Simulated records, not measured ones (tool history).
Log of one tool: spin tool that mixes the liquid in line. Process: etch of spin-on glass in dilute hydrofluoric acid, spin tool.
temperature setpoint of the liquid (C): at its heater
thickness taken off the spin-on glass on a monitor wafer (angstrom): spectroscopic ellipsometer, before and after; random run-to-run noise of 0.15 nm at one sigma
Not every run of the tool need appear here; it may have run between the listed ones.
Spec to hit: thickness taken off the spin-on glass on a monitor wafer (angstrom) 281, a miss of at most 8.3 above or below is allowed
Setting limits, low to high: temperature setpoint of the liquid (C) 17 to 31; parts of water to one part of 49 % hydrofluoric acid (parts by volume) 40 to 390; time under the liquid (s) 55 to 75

| run | day | temperature setpoint of the liquid (C) | parts of water to one part of 49 % hydrofluoric acid (parts by volume) | time under the liquid (s) | thickness taken off the spin-on glass on a monitor wafer (angstrom) |
|---|---|---|---|---|---|
| 1 | 0 | 23 | 215 | 75 | 142.02 |
| 2 | 0.258 | 20.5 | 215 | 75 | 128.02 |
| 3 | 0.567 | 23 | 195 | 75 | 159.86 |
| 4 | 0.654 | 23 | 255 | 75 | 115.64 |
| 5 | 0.825 | 25 | 225 | 75 | 144.7 |
| 6 | 1.008 | 25 | 155 | 75 | 228.7 |
| 7 | 1.325 | 26 | 155 | 75 | 237.07 |
| 8 | 1.583 | 27 | 155 | 75 | 245.29 |
| 9 | 1.812 | 28 | 155 | 75 | 254.81 |

Pick the move, out of 4, that brings all results within their allowed miss; only one does.
| A | 2.042 | 26 | 160 | 75 | ? |
| B | 2.042 | 28.5 | 135 | 70 | ? |
| C | 2.042 | 25.5 | 120 | 55 | ? |
| D | 2.042 | 28.5 | 165 | 75 | ? |

| move | thickness taken off the spin-on glass on a monitor wafer (angstrom) |
|---|---|
| A | 228.25 |
| B | 285.69 |
| C | 229.82 |
| D | 241.1 |
A: further off than the last run
B: meets every target
C: further off than the last run
D: further off than the last run
So the answer is move B, the one that meets all the targets.

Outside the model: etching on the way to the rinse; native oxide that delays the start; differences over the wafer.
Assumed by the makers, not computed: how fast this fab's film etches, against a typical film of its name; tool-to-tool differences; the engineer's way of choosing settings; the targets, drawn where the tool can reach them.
